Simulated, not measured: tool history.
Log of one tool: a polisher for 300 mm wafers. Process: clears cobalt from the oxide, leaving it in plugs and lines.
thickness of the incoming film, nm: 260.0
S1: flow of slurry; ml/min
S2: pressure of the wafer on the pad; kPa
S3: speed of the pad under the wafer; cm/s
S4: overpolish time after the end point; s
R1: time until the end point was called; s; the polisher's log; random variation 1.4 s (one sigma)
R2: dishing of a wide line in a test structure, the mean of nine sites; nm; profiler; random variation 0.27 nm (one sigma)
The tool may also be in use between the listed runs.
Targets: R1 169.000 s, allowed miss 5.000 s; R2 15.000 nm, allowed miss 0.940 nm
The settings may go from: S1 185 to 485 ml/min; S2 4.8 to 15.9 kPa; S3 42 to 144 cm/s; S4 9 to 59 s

run	hour	S1	S2	S3	S4	R1	R2
1	0.0	310	10.3	92	30	84.567	37.351
2	1.5	295	9.0	88	24	101.860	32.429
3	7.4	295	6.9	88	24	132.900	30.143
4	12.9	265	6.2	86	20	148.550	23.860
5	18.1	265	6.2	68	20	186.290	20.454
6	24.4	245	6.9	66	17	177.190	18.949
7	27.6	185	9.0	50	9	182.140	11.237
8	31.8	210	9.0	50	10	177.880	12.064
9	40.3	210	9.0	50	10	178.700	12.280
10	41.6	215	9.7	50	24	165.590	25.133
11	44.7	215	9.7	50	21	166.900	22.904

Which of these 5 next moves meets every target?
A	47.8	190	7.6	58	11	?	?
B	47.8	210	9.0	50	13	?	?
C	47.8	220	8.3	58	12	?	?
D	47.8	240	7.6	68	14	?	?
E	47.8	185	10.3	42	17	?	?

move	R1	R2
A	184.940	12.785
B	180.060	15.001
C	168.400	14.834
D	156.330	17.755
E	186.370	18.037
A: takes the result that was furthest off past its target
B: brings the result that was furthest off to its target, and leaves another outside
C: meets every target
D: nearer than the last run, and not there yet
E: nearer than the last run, and not there yet
Move C is the one to make.

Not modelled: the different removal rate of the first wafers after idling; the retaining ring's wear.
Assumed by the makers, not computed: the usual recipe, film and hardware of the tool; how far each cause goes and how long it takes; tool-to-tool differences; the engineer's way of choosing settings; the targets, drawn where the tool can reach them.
